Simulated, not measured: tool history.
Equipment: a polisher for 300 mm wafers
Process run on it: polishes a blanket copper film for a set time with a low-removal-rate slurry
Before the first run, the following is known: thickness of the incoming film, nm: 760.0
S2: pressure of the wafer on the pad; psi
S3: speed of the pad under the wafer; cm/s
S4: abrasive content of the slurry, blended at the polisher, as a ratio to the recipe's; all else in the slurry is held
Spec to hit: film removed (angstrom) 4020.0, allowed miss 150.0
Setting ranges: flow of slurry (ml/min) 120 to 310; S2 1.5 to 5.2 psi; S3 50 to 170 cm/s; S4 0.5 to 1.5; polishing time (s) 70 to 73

{"run": 1, "hour": 0.0, "flow of slurry (ml/min)": 200, "S2": 3.3, "S3": 110, "S4": 1.0, "polishing time (s)": 70, "film removed (angstrom)": 3025.3}
{"run": 2, "hour": 6.7, "flow of slurry (ml/min)": 175, "S2": 3.3, "S3": 110, "S4": 1.0, "polishing time (s)": 70, "film removed (angstrom)": 3001.9}
{"run": 3, "hour": 12.4, "flow of slurry (ml/min)": 135, "S2": 3.3, "S3": 110, "S4": 1.0, "polishing time (s)": 70, "film removed (angstrom)": 2899.5}
{"run": 4, "hour": 17.2, "flow of slurry (ml/min)": 120, "S2": 3.3, "S3": 110, "S4": 1.0, "polishing time (s)": 70, "film removed (angstrom)": 2760.2}
{"run": 5, "hour": 18.0, "flow of slurry (ml/min)": 120, "S2": 3.3, "S3": 110, "S4": 1.0, "polishing time (s)": 70, "film removed (angstrom)": 2827.6}
{"run": 6, "hour": 20.8, "flow of slurry (ml/min)": 120, "S2": 4.0, "S3": 110, "S4": 1.0, "polishing time (s)": 70, "film removed (angstrom)": 3288.2}
{"run": 7, "hour": 27.1, "flow of slurry (ml/min)": 135, "S2": 4.1, "S3": 110, "S4": 1.0, "polishing time (s)": 70, "film removed (angstrom)": 3442.1}
{"run": 8, "hour": 27.8, "flow of slurry (ml/min)": 145, "S2": 4.2, "S3": 110, "S4": 1.0, "polishing time (s)": 70, "film removed (angstrom)": 3552.3}
{"run": 9, "hour": 32.9, "flow of slurry (ml/min)": 155, "S2": 4.3, "S3": 110, "S4": 1.0, "polishing time (s)": 70, "film removed (angstrom)": 3733.2}
{"run": 10, "hour": 37.6, "flow of slurry (ml/min)": 160, "S2": 4.3, "S3": 110, "S4": 1.0, "polishing time (s)": 70, "film removed (angstrom)": 3703.4}
{"run": 11, "hour": 45.3, "flow of slurry (ml/min)": 165, "S2": 4.4, "S3": 110, "S4": 1.0, "polishing time (s)": 70, "film removed (angstrom)": 3746.8}

Exercise: of the 5 proposed moves below, exactly one satisfies all targets within the stated allowed misses. Which move is it?
{"run": "A", "hour": 53.0, "flow of slurry (ml/min)": 170, "S2": 3.6, "S3": 106, "S4": 1.1, "polishing time (s)": 73, "film removed (angstrom)": "?"}
{"run": "B", "hour": 53.0, "flow of slurry (ml/min)": 160, "S2": 5.0, "S3": 108, "S4": 1.1, "polishing time (s)": 73, "film removed (angstrom)": "?"}
{"run": "C", "hour": 53.0, "flow of slurry (ml/min)": 160, "S2": 4.8, "S3": 110, "S4": 1.1, "polishing time (s)": 73, "film removed (angstrom)": "?"}
{"run": "D", "hour": 53.0, "flow of slurry (ml/min)": 165, "S2": 4.7, "S3": 112, "S4": 0.8, "polishing time (s)": 73, "film removed (angstrom)": "?"}
{"run": "E", "hour": 53.0, "flow of slurry (ml/min)": 135, "S2": 5.2, "S3": 116, "S4": 1.0, "polishing time (s)": 70, "film removed (angstrom)": "?"}

move=A film_removed_(angstrom)=3311.8
move=B film_removed_(angstrom)=4427.7
move=C film_removed_(angstrom)=4349.1
move=D film_removed_(angstrom)=3973.8
move=E film_removed_(angstrom)=4450.5
A: misses by more than the last run did
B: takes the result that was furthest off past its target
C: takes the result that was furthest off past its target
D: each result inside its tolerance
E: takes the result that was furthest off past its target
D is the move that brings every result within its allowed miss.
